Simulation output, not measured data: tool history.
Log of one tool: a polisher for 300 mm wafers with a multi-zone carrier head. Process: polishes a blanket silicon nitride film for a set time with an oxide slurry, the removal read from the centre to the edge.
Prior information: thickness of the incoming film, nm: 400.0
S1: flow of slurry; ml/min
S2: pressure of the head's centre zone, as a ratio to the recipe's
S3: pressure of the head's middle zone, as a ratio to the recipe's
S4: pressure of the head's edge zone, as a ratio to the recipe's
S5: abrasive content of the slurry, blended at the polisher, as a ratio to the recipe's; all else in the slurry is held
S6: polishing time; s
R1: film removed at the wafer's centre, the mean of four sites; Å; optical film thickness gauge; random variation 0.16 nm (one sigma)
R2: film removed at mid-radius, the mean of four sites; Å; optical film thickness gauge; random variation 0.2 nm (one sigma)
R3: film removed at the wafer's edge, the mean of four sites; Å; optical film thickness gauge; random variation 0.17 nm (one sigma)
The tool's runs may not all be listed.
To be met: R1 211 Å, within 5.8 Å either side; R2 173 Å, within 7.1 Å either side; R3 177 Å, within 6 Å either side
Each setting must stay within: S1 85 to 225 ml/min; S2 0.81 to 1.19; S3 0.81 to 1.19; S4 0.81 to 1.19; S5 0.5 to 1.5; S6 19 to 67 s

run	hour	S1	S2	S3	S4	S5	S6	R1	R2	R3
1	0	145	1	1	1	1	43	224.37	215.2	215.69
2	5.4	145	1	1	1	1	49	251.22	238.21	239.86
3	11.9	140	1.01	0.98	0.97	0.9	49	242.67	229.85	223.38
4	20.2	135	1.02	0.95	0.97	0.85	49	235.07	213.5	216.42
5	20.9	130	1.03	0.93	0.94	0.8	49	230.6	203.37	208.3
6	27.1	105	1.03	0.93	0.94	0.8	49	212.25	195.02	201.64
7	32.4	100	1.11	0.87	0.84	0.65	49	202.18	163.43	168.63
8	37	105	1.11	0.87	0.85	0.65	49	207.27	166.38	172.35

Which of these 4 next moves meets every target?
A	41.6	85	1.12	0.81	0.85	0.55	57	?	?	?
B	41.6	125	1.06	0.81	0.93	0.65	48	?	?	?
C	41.6	120	1.07	0.95	0.81	0.6	49	?	?	?
D	41.6	120	1.12	0.92	0.92	0.55	52	?	?	?

move	R1	R2	R3
A	210.44	158.72	174.83
B	205.02	161.23	179.47
C	200.36	175.93	163.56
D	211.83	173.32	174.86
A: further off than the last run
B: further off than the last run
C: the worst result of the last run now meets its target, but another is out of spec
D: each result inside its tolerance
Move D is the one to make.

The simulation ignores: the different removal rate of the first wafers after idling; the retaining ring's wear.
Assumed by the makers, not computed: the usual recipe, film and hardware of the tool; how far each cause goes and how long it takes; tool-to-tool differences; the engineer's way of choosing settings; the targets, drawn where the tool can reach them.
